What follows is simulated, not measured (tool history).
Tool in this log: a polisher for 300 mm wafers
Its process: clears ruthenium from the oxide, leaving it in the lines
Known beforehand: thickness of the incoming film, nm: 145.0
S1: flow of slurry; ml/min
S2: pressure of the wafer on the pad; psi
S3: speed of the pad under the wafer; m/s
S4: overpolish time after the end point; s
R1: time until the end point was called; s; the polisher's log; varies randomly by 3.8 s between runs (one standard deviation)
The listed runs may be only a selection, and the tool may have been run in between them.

Run 1, hour 0: S1 255 ml/min, S2 1.9 psi, S3 1.28 m/s, S4 8 s. Result: R1 140.52 s.
Run 2, hour 5.1: S1 255 ml/min, S2 1.8 psi, S3 1.28 m/s, S4 8 s. Result: R1 152.11 s.
Run 3, hour 6.9: S1 255 ml/min, S2 2.2 psi, S3 1.28 m/s, S4 8 s. Result: R1 122.71 s.
Run 4, hour 8.3: S1 255 ml/min, S2 2.1 psi, S3 1.26 m/s, S4 8 s. Result: R1 128.81 s.
Run 5, hour 12.5: S1 255 ml/min, S2 2 psi, S3 1.24 m/s, S4 8 s. Result: R1 141.49 s.
Run 6, hour 14.3: S1 300 ml/min, S2 2 psi, S3 1.24 m/s, S4 8 s. Result: R1 135.54 s.
At hour 21.6: worn pad replaced by a new one.
Run 7, hour 21.6: S1 300 ml/min, S2 1.9 psi, S3 1.22 m/s, S4 8 s. Result: R1 136.96 s.
Run 8, hour 26.2: S1 290 ml/min, S2 1.8 psi, S3 1.22 m/s, S4 8 s. Result: R1 144.51 s.
Run 9, hour 27: S1 280 ml/min, S2 1.7 psi, S3 1.2 m/s, S4 8 s. Result: R1 158.62 s.

For run 10, what comes out?
Run 10, hour 32.5: S1 275 ml/min, S2 1.6 psi, S3 1.2 m/s, S4 8 s. Result: R1 ?.

R1: 170.39 s
